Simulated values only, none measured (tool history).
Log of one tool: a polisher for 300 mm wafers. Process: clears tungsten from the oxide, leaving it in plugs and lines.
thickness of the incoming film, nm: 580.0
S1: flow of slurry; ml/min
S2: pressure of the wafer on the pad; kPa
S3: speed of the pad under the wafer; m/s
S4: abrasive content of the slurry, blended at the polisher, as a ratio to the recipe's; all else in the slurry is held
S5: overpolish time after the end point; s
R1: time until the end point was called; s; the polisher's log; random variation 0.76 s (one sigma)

run  hour   S1    S2    S3   S4  S5      R1
  1   0.0  285  32.4  1.36  1.0  19  86.969
  2   7.3  340  32.4  1.36  1.0  19  87.009
  3  12.5  340  35.9  1.38  1.0  19  74.844
  4  21.5  340  37.9  1.38  1.0  19  72.794
  5  23.3  365  37.9  1.38  1.0  19  71.273
  6  27.7  365  37.9  1.54  1.0  19  64.957

Run 7 comes next. What will it give?
  7  36.1  365  38.6  1.54  1.0  19   ?

R1: 65.018 s
